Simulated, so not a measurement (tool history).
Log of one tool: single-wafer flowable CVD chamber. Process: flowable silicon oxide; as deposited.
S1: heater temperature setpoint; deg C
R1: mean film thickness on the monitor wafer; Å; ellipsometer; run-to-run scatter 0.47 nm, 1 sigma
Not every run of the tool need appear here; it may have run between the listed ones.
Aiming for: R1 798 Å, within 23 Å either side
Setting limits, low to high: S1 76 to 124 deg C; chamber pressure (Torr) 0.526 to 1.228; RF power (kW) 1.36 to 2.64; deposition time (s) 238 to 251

Run 1, hour 0: S1 100 deg C, chamber pressure (Torr) 0.877, RF power (kW) 2, deposition time (s) 251. Result: R1 1828.7 Å.
Run 2, hour 1.8: S1 103 deg C, chamber pressure (Torr) 0.873, RF power (kW) 2, deposition time (s) 251. Result: R1 1625.3 Å.
Run 3, hour 5: S1 103 deg C, chamber pressure (Torr) 0.777, RF power (kW) 2, deposition time (s) 251. Result: R1 1447.2 Å.
Run 4, hour 5.7: S1 103 deg C, chamber pressure (Torr) 0.777, RF power (kW) 2.285, deposition time (s) 251. Result: R1 1495.1 Å.
Run 5, hour 9.4: S1 106 deg C, chamber pressure (Torr) 0.776, RF power (kW) 2.285, deposition time (s) 251. Result: R1 1348.2 Å.
At hour 17.1: capacitance manometer re-zeroed and calibrated.
Run 6, hour 17.1: S1 111 deg C, chamber pressure (Torr) 0.776, RF power (kW) 2.285, deposition time (s) 251. Result: R1 1096.5 Å.
Run 7, hour 24.8: S1 112 deg C, chamber pressure (Torr) 0.776, RF power (kW) 2.285, deposition time (s) 251. Result: R1 1045.3 Å.
Run 8, hour 28.3: S1 113 deg C, chamber pressure (Torr) 0.776, RF power (kW) 2.285, deposition time (s) 251. Result: R1 1015.8 Å.

Next run, 5 choices. One meets every target within its allowed miss, the rest don't. Which?
Run A, hour 31.8: S1 116 deg C, chamber pressure (Torr) 0.677, RF power (kW) 1.87, deposition time (s) 238. Result: R1 ?.
Run B, hour 31.8: S1 115 deg C, chamber pressure (Torr) 0.923, RF power (kW) 2.5, deposition time (s) 238. Result: R1 ?.
Run C, hour 31.8: S1 118 deg C, chamber pressure (Torr) 0.697, RF power (kW) 2.255, deposition time (s) 243. Result: R1 ?.
Run D, hour 31.8: S1 116 deg C, chamber pressure (Torr) 0.759, RF power (kW) 1.76, deposition time (s) 238. Result: R1 ?.
Run E, hour 31.8: S1 121 deg C, chamber pressure (Torr) 0.757, RF power (kW) 2.2, deposition time (s) 246. Result: R1 ?.

move      R1
   A  728.71
   B  1071.4
   C  743.57
   D  802.39
   E  743.46
A: takes the result that was furthest off past its target
B: moves away from the targets compared with the last run
C: takes the result that was furthest off past its target
D: in spec on every target
E: takes the result that was furthest off past its target
The move that meets every target is D.
